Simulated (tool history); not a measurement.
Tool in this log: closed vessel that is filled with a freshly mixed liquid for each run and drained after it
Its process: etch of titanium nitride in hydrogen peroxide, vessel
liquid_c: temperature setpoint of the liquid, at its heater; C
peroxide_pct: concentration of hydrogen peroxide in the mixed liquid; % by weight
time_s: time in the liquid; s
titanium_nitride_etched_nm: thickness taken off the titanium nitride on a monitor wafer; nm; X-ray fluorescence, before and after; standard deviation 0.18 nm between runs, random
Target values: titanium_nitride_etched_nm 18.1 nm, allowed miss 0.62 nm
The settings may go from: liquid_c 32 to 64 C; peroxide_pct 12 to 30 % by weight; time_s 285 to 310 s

run	day	liquid_c	peroxide_pct	time_s	titanium_nitride_etched_nm
1	0	48	22.5	285	13.124
2	0.112	48	22.5	310	14.378
3	0.412	49	22.5	310	15.562
4	0.583	46	22.5	310	12.128
5	0.721	46	22.5	285	11.189
6	1.038	46	27	285	11.933
7	1.129	47.5	27	285	13.243
8	1.3	49	27	285	14.791
9	1.417	50	27	285	15.994
10	1.738	50.5	27	285	16.217
11	2.017	51	27	285	17.263

Next run, 4 choices. One meets every target within its allowed miss, the rest don't. Which?
A	2.296	52	29	305	?
B	2.296	50.5	27.5	285	?
C	2.296	51	23	285	?
D	2.296	51	27.5	300	?

move	titanium_nitride_etched_nm
A	19.957
B	16.552
C	16.502
D	18.061
A: moves the result that the last run missed by most past its target, out the other side
B: misses by more than the last run did
C: misses by more than the last run did
D: hits every target within its allowed miss
Move D is the one to make.
